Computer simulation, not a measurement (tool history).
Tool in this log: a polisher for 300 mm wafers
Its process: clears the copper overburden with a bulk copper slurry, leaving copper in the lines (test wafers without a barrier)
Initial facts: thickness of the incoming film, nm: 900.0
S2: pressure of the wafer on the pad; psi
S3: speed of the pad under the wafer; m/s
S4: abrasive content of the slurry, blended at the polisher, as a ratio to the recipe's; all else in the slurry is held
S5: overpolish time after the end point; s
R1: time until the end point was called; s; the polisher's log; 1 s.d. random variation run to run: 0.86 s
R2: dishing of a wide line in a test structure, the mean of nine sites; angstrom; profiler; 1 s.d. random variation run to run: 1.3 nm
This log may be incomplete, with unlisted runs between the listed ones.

{"run": 1, "day": 0.0, "flow of slurry (ml/min)": 295, "S2": 3.3, "S3": 0.86, "S4": 1.0, "S5": 15, "R1": 113.88, "R2": 740.13}
{"run": 2, "day": 0.275, "flow of slurry (ml/min)": 295, "S2": 3.7, "S3": 0.86, "S4": 1.0, "S5": 13, "R1": 101.2, "R2": 732.42}
{"run": 3, "day": 0.433, "flow of slurry (ml/min)": 295, "S2": 4.0, "S3": 0.86, "S4": 1.0, "S5": 12, "R1": 96.611, "R2": 754.5}
{"run": 4, "day": 0.683, "flow of slurry (ml/min)": 295, "S2": 4.3, "S3": 0.88, "S4": 1.0, "S5": 10, "R1": 86.277, "R2": 700.33}
{"run": 5, "day": 0.971, "flow of slurry (ml/min)": 295, "S2": 4.5, "S3": 0.88, "S4": 1.0, "S5": 10, "R1": 83.58, "R2": 714.53}
{"run": 6, "day": 1.304, "flow of slurry (ml/min)": 295, "S2": 4.7, "S3": 0.88, "S4": 1.0, "S5": 10, "R1": 79.223, "R2": 740.6}
{"run": 7, "day": 1.538, "flow of slurry (ml/min)": 295, "S2": 4.8, "S3": 0.88, "S4": 1.0, "S5": 10, "R1": 79.349, "R2": 767.39}

Run 8 comes next. What will it give?
{"run": 8, "day": 1.558, "flow of slurry (ml/min)": 295, "S2": 5.1, "S3": 0.9, "S4": 1.0, "S5": 7, "R1": "?", "R2": "?"}

Run 8 came out at R1 72.909 s, R2 600.74 angstrom.

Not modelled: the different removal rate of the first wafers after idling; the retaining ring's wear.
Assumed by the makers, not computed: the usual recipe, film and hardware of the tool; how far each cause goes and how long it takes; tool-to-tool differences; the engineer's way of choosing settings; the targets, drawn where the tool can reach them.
